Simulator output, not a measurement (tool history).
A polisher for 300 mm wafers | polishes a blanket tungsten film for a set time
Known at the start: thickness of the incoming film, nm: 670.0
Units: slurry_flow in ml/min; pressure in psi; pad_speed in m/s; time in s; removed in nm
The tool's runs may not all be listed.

| run | hour | slurry_flow | pressure | pad_speed | slurry_solids | time | removed |
|---|---|---|---|---|---|---|---|
| 1 | 0 | 245 | 4.2 | 1 | 1 | 61 | 310.15 |
| 2 | 7.8 | 245 | 4.2 | 1 | 0.9 | 61 | 305.1 |
| 3 | 8.6 | 245 | 3.6 | 0.96 | 0.9 | 61 | 257.71 |
| 4 | 11.6 | 245 | 3.6 | 1.2 | 0.9 | 61 | 318.79 |
| 5 | 16.5 | 240 | 3.2 | 1.1 | 0.9 | 61 | 264.44 |
| 6 | 17.8 | 235 | 2.9 | 1.04 | 0.9 | 61 | 231.18 |
| 7 | 25.4 | 230 | 2.7 | 1 | 0.9 | 61 | 213.24 |
| 8 | 26 | 230 | 2.5 | 0.96 | 0.9 | 61 | 192.8 |
| 9 | 29.1 | 230 | 2.4 | 0.94 | 0.9 | 61 | 183.6 |

Run 10 comes next. What will it give?
| 10 | 34.8 | 225 | 1.9 | 0.84 | 0.9 | 61 | ? |

Run 10 gave removed 139.21 nm.
